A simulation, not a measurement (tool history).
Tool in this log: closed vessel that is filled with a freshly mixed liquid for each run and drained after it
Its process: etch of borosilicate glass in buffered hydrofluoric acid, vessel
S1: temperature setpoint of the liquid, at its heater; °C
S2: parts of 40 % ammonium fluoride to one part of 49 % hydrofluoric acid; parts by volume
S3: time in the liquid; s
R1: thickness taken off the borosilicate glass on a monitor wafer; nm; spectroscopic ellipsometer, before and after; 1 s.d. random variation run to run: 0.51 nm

{"run": 1, "hour": 0.0, "S1": 24, "S2": 9.5, "S3": 100, "R1": 137.95}
{"run": 2, "hour": 4.2, "S1": 24, "S2": 9.5, "S3": 105, "R1": 143.06}
{"run": 3, "hour": 9.3, "S1": 24, "S2": 9.5, "S3": 105, "R1": 145.25}
{"run": 4, "hour": 15.2, "S1": 24, "S2": 9.5, "S3": 100, "R1": 139.15}
{"run": 5, "hour": 22.6, "S1": 24, "S2": 9.5, "S3": 105, "R1": 146.15}
{"run": 6, "hour": 26.4, "S1": 24, "S2": 9.5, "S3": 100, "R1": 137.6}
{"run": 7, "hour": 34.9, "S1": 22.5, "S2": 10.5, "S3": 100, "R1": 117.12}
{"run": 8, "hour": 38.6, "S1": 21, "S2": 11.5, "S3": 100, "R1": 98.432}
{"run": 9, "hour": 44.8, "S1": 20, "S2": 12, "S3": 100, "R1": 89.974}
{"run": 10, "hour": 53.4, "S1": 19.5, "S2": 12.5, "S3": 100, "R1": 83.713}
{"run": 11, "hour": 56.6, "S1": 19, "S2": 13, "S3": 100, "R1": 78.549}
{"run": 12, "hour": 59.7, "S1": 18.5, "S2": 13, "S3": 100, "R1": 75.584}

Run 13 has not been measured yet. What should we expect?
{"run": 13, "hour": 66.1, "S1": 18, "S2": 13, "S3": 100, "R1": "?"}

{"run 13": {"R1": 73.83}}
